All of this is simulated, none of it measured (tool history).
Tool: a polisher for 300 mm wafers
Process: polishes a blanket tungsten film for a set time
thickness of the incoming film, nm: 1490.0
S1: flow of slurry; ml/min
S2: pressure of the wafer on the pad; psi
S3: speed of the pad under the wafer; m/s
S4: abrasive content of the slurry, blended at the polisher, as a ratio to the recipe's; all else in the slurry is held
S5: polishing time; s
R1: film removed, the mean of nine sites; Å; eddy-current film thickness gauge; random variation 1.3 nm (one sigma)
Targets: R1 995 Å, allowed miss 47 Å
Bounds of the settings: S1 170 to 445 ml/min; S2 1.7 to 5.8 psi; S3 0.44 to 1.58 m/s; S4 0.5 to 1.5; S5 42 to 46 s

run 1 hour=0 | S1=285 S2=3.7 S3=1 S4=1 S5=46 | R1=2619.2
run 2 hour=1.9 | S1=285 S2=3.4 S3=0.92 S4=1 S5=46 | R1=2208.7
run 3 hour=10.5 | S1=285 S2=3.1 S3=0.86 S4=1 S5=46 | R1=1887.2
run 4 hour=17.3 | S1=285 S2=3.1 S3=0.86 S4=1.15 S5=46 | R1=1918.2
run 5 hour=18.7 | S1=285 S2=3.1 S3=1.08 S4=1.15 S5=46 | R1=2455
run 6 hour=27.3 | S1=285 S2=3.9 S3=1.08 S4=1.15 S5=46 | R1=3073.1
run 7 hour=33.7 | S1=285 S2=3.5 S3=1 S4=1.15 S5=46 | R1=2509
run 8 hour=35.1 | S1=285 S2=3.2 S3=0.94 S4=1.15 S5=46 | R1=2177.6

5 next moves are on the table. One of them brings every result within its allowed miss. Which?
run A hour=36.5 | S1=175 S2=2.8 S3=1.46 S4=1.15 S5=46 | R1=?
run B hour=36.5 | S1=275 S2=2.3 S3=0.72 S4=1.15 S5=42 | R1=?
run C hour=36.5 | S1=330 S2=2.5 S3=0.68 S4=1.05 S5=42 | R1=?
run D hour=36.5 | S1=170 S2=3 S3=0.64 S4=0.7 S5=42 | R1=?
run E hour=36.5 | S1=255 S2=2.7 S3=0.56 S4=1.05 S5=42 | R1=?

move=A R1=2829.5
move=B R1=1126.2
move=C R1=1147.9
move=D R1=1114.1
move=E R1=1006
A: further off than the last run
B: nearer than the last run, and not there yet
C: nearer than the last run, and not there yet
D: nearer than the last run, and not there yet
E: meets every target
Move E is the one to make.
